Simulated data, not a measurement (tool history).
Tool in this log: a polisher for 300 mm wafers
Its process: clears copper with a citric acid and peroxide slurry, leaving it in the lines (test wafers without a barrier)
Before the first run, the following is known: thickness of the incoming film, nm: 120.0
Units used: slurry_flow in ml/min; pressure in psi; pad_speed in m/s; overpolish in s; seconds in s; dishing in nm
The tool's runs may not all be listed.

Run 1, hour 0.0: slurry_flow 235 ml/min, pressure 2.3 psi, pad_speed 0.98 m/s, slurry_solids 1.00, overpolish 11 s. Result: seconds 103.200 s, dishing 9.3552 nm.
Run 2, hour 4.6: slurry_flow 235 ml/min, pressure 2.4 psi, pad_speed 1.02 m/s, slurry_solids 1.00, overpolish 8 s. Result: seconds 94.403 s, dishing 7.8068 nm.
Run 3, hour 13.5: slurry_flow 235 ml/min, pressure 2.4 psi, pad_speed 1.02 m/s, slurry_solids 1.00, overpolish 5 s. Result: seconds 92.318 s, dishing 4.7980 nm.
Run 4, hour 18.9: slurry_flow 185 ml/min, pressure 2.4 psi, pad_speed 1.02 m/s, slurry_solids 1.00, overpolish 5 s. Result: seconds 94.374 s, dishing 5.0180 nm.
Run 5, hour 23.1: slurry_flow 185 ml/min, pressure 2.9 psi, pad_speed 1.02 m/s, slurry_solids 1.00, overpolish 5 s. Result: seconds 78.709 s, dishing 5.7182 nm.
At hour 24.8: worn pad replaced by a new one.
Run 6, hour 24.8: slurry_flow 185 ml/min, pressure 2.9 psi, pad_speed 0.82 m/s, slurry_solids 1.00, overpolish 5 s. Result: seconds 86.166 s, dishing 5.1981 nm.
Run 7, hour 26.1: slurry_flow 170 ml/min, pressure 3.1 psi, pad_speed 0.72 m/s, slurry_solids 1.10, overpolish 4 s. Result: seconds 93.507 s, dishing 4.0089 nm.

For run 8, what comes out?
Run 8, hour 30.5: slurry_flow 160 ml/min, pressure 3.3 psi, pad_speed 0.80 m/s, slurry_solids 1.25, overpolish 4 s. Result: seconds ?, dishing ?.

{"run 8": {"seconds": 76.119, "dishing": 4.8385}}
